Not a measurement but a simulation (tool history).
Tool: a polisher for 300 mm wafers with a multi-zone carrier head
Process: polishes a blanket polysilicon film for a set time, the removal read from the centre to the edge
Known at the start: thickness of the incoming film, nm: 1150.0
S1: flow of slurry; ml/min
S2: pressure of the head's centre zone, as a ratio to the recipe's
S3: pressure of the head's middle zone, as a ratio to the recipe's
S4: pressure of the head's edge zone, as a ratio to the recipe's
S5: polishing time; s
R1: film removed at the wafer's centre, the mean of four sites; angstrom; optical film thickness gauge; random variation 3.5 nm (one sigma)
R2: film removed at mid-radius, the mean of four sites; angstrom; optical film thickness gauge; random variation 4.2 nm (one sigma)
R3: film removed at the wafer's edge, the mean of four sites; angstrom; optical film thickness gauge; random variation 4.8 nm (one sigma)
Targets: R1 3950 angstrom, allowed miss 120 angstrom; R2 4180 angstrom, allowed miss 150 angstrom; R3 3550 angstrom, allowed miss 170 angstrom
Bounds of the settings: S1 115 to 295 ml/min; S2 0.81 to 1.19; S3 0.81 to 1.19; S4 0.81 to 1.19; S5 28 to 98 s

run  hour   S1    S2    S3    S4  S5      R1      R2      R3
  1     0  190     1     1     1  63  3067.5  3079.5  3066.9
  2   0.8  200  1.01  1.03  1.01  64  3174.2  3249.4  3106.6
  3     9  205  1.02  1.05  1.02  65  3266.2  3371.4    3171
  4  14.5  205  1.02  1.05  0.98  65  3283.1  3330.4  3162.6
  5    20  170  1.02  1.05  0.98  65  3216.2  3319.5  3086.4
  6  24.5  170  1.02  0.98  0.98  65  3171.3  3106.1  3181.2
  7    26  170  1.03     1  0.98  66  3299.2  3259.5  3113.9
  8    28  175  1.03  1.02  0.99  67  3331.7  3386.1    3299
  9  32.2  175  1.05  1.04     1  67  3464.1  3403.6  3255.5
 10  36.2  175  1.05  1.06     1  68  3461.8  3492.3  3358.8
 11  42.6  180  1.05  1.08  0.99  69  3587.3  3541.1  3309.3
 12  44.4  180  1.04   1.1  0.99  70  3470.2  3746.3  3454.1
 13  51.6  185  1.05  1.11  0.98  70  3581.2  3773.2    3436
 14  53.5  190  1.06  1.12  0.97  70  3654.7  3760.2  3464.6
 15  61.6  190  1.06  1.13  0.96  71  3706.2  3854.6  3483.6

Which of these 4 next moves meets every target?
  A  69.7  165  1.16  1.01  0.98  71   ?   ?   ?
  B  69.7  170  1.03  1.19  0.92  79   ?   ?   ?
  C  69.7  210  1.07  1.16  0.95  74   ?   ?   ?
  D  69.7  200  1.17     1  0.88  73   ?   ?   ?

move      R1      R2      R3
   A  3903.7  3470.2  3479.3
   B    3872  4460.5  3757.4
   C  3860.9  4175.7  3631.2
   D  4139.6  3609.6  3452.5
A: further off than the last run
B: takes the result that was furthest off past its target
C: meets every target
D: further off than the last run
The right move is C.
